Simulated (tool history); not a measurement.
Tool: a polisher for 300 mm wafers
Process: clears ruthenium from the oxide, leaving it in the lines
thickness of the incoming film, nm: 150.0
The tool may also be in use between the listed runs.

run	hour	flow of slurry (ml/min)	pressure of the wafer on the pad (kPa)	speed of the pad under the wafer (m/s)	overpolish time after the end point (s)	time until the end point was called (s)
1	0.0	310	11.0	1.26	29	152.96
2	6.0	310	11.0	1.02	29	189.45
3	14.7	310	11.0	0.88	29	213.94
4	22.5	310	11.7	0.92	29	195.38
5	25.1	310	13.1	0.92	29	177.83
6	32.8	310	15.9	0.92	29	152.94
7	36.0	310	15.9	0.98	29	147.00

Run 8 comes next. What will it give?
8	40.1	310	15.9	1.04	29	?

time until the end point was called (s): 138.24
